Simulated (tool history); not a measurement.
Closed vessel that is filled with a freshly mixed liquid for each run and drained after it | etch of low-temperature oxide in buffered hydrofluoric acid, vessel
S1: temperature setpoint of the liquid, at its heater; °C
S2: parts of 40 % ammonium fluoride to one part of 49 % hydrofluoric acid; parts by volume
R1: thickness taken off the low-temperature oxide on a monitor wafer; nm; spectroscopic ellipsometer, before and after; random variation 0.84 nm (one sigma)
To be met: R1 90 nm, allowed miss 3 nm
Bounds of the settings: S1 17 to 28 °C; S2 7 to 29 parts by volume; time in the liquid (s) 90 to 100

run 1 hour=0 | S1=20 S2=18 time_in_the_liquid_(s)=90 | R1=78.607
run 2 hour=8.3 | S1=17 S2=18 time_in_the_liquid_(s)=90 | R1=65.876
run 3 hour=13.8 | S1=17 S2=18 time_in_the_liquid_(s)=90 | R1=65.907
run 4 hour=21.7 | S1=17 S2=18 time_in_the_liquid_(s)=90 | R1=66.207
run 5 hour=29.8 | S1=18 S2=18 time_in_the_liquid_(s)=90 | R1=69.707
run 6 hour=33.5 | S1=19 S2=18 time_in_the_liquid_(s)=90 | R1=75.198
run 7 hour=41.7 | S1=19.5 S2=18 time_in_the_liquid_(s)=90 | R1=74.854
run 8 hour=43.8 | S1=20 S2=18 time_in_the_liquid_(s)=90 | R1=77.868
run 9 hour=52.1 | S1=20.5 S2=18 time_in_the_liquid_(s)=90 | R1=79.354
run 10 hour=59.8 | S1=21 S2=18 time_in_the_liquid_(s)=90 | R1=81.756
run 11 hour=64.3 | S1=21.5 S2=18 time_in_the_liquid_(s)=90 | R1=84.227

4 next moves are on the table. One of them brings every result within its allowed miss. Which?
run A hour=68.8 | S1=21 S2=19 time_in_the_liquid_(s)=95 | R1=?
run B hour=68.8 | S1=20 S2=17.5 time_in_the_liquid_(s)=100 | R1=?
run C hour=68.8 | S1=20.5 S2=20 time_in_the_liquid_(s)=95 | R1=?
run D hour=68.8 | S1=17 S2=16 time_in_the_liquid_(s)=100 | R1=?

move=A R1=81.77
move=B R1=88.273
move=C R1=75.587
move=D R1=81.357
A: further off than the last run
B: meets every target
C: further off than the last run
D: further off than the last run
Move B is the one to make.

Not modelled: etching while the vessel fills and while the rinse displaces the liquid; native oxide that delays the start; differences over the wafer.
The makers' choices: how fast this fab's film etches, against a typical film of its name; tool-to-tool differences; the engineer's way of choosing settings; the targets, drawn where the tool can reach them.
